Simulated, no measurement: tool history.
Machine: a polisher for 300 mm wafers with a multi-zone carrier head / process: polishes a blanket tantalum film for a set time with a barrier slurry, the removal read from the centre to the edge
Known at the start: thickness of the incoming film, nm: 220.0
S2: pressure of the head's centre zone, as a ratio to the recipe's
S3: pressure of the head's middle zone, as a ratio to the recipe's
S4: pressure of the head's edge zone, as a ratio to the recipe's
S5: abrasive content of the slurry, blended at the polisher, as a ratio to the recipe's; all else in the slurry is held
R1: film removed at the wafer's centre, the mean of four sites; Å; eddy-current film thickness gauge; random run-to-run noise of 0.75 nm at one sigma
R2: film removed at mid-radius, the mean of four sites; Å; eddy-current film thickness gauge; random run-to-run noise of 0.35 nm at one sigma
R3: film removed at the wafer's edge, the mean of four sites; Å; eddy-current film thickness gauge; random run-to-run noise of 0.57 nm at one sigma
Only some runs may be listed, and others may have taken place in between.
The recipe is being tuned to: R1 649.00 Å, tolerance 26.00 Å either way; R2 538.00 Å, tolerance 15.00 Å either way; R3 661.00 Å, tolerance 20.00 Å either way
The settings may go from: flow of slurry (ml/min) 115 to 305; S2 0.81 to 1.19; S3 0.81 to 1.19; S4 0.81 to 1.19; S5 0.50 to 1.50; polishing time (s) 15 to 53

Run 1, hour 0.0: flow of slurry (ml/min) 195, S2 1.00, S3 1.00, S4 1.00, S5 1.00, polishing time (s) 34. Result: R1 399.36 Å, R2 413.67 Å, R3 407.27 Å.
Run 2, hour 5.4: flow of slurry (ml/min) 200, S2 1.02, S3 0.97, S4 1.03, S5 1.10, polishing time (s) 36. Result: R1 451.01 Å, R2 443.43 Å, R3 457.16 Å.
Run 3, hour 11.8: flow of slurry (ml/min) 200, S2 1.07, S3 0.97, S4 1.03, S5 1.10, polishing time (s) 36. Result: R1 474.80 Å, R2 442.47 Å, R3 454.03 Å.
Run 4, hour 13.1: flow of slurry (ml/min) 200, S2 1.07, S3 0.97, S4 1.03, S5 1.00, polishing time (s) 36. Result: R1 449.57 Å, R2 427.47 Å, R3 443.33 Å.
Run 5, hour 13.8: flow of slurry (ml/min) 205, S2 1.07, S3 0.95, S4 1.06, S5 1.10, polishing time (s) 37. Result: R1 488.64 Å, R2 449.15 Å, R3 476.21 Å.
Run 6, hour 16.6: flow of slurry (ml/min) 205, S2 1.07, S3 0.95, S4 1.06, S5 1.10, polishing time (s) 44. Result: R1 575.06 Å, R2 538.01 Å, R3 556.22 Å.
Run 7, hour 19.7: flow of slurry (ml/min) 215, S2 1.07, S3 0.93, S4 1.09, S5 1.15, polishing time (s) 44. Result: R1 596.40 Å, R2 531.93 Å, R3 590.28 Å.
Run 8, hour 25.3: flow of slurry (ml/min) 225, S2 1.07, S3 0.93, S4 1.11, S5 1.15, polishing time (s) 44. Result: R1 601.60 Å, R2 539.91 Å, R3 596.96 Å.
Run 9, hour 26.3: flow of slurry (ml/min) 230, S2 1.07, S3 0.92, S4 1.13, S5 1.15, polishing time (s) 44. Result: R1 595.29 Å, R2 528.51 Å, R3 601.98 Å.
Run 10, hour 31.6: flow of slurry (ml/min) 235, S2 1.07, S3 0.91, S4 1.14, S5 1.20, polishing time (s) 44. Result: R1 609.92 Å, R2 532.62 Å, R3 615.08 Å.

Which of these 4 next moves meets every target?
Run A, hour 36.9: flow of slurry (ml/min) 255, S2 1.09, S3 0.81, S4 1.19, S5 1.20, polishing time (s) 46. Result: R1 ?, R2 ?, R3 ?.
Run B, hour 36.9: flow of slurry (ml/min) 225, S2 0.99, S3 0.88, S4 1.18, S5 1.15, polishing time (s) 46. Result: R1 ?, R2 ?, R3 ?.
Run C, hour 36.9: flow of slurry (ml/min) 205, S2 1.17, S3 0.83, S4 1.15, S5 1.30, polishing time (s) 47. Result: R1 ?, R2 ?, R3 ?.
Run D, hour 36.9: flow of slurry (ml/min) 200, S2 1.05, S3 0.81, S4 1.10, S5 1.20, polishing time (s) 49. Result: R1 ?, R2 ?, R3 ?.

move      R1      R2      R3
   A  652.30  513.09  668.59
   B  575.03  533.63  649.22
   C  709.80  531.56  672.17
   D  646.27  529.96  668.46
A: the worst result of the last run now meets its target, but another is out of spec
B: the worst result of the last run now meets its target, but another is out of spec
C: the worst result of the last run now meets its target, but another is out of spec
D: in spec on every target
Answer: D
